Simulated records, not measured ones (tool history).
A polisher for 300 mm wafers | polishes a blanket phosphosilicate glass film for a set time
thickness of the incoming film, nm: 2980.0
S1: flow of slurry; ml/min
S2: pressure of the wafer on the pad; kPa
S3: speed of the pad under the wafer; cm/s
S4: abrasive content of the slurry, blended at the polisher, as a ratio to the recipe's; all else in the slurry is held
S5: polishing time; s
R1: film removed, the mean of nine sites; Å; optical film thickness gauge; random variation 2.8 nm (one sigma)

run,hour,S1,S2,S3,S4,S5,R1
1,0,265,13.8,88,1,43,2082.9
2,7.3,265,13.8,88,0.9,43,2040.8
3,10.4,265,13.8,88,0.9,43,2059.1
4,14.9,265,17.2,88,0.9,43,2491
5,19.3,265,15.2,88,0.9,43,2237.6
6,23.2,265,11.7,88,0.9,43,1769.5

Forecast run 7:
7,29.1,265,13.1,88,0.9,43,?

{"run 7": {"R1": 1995.5}}
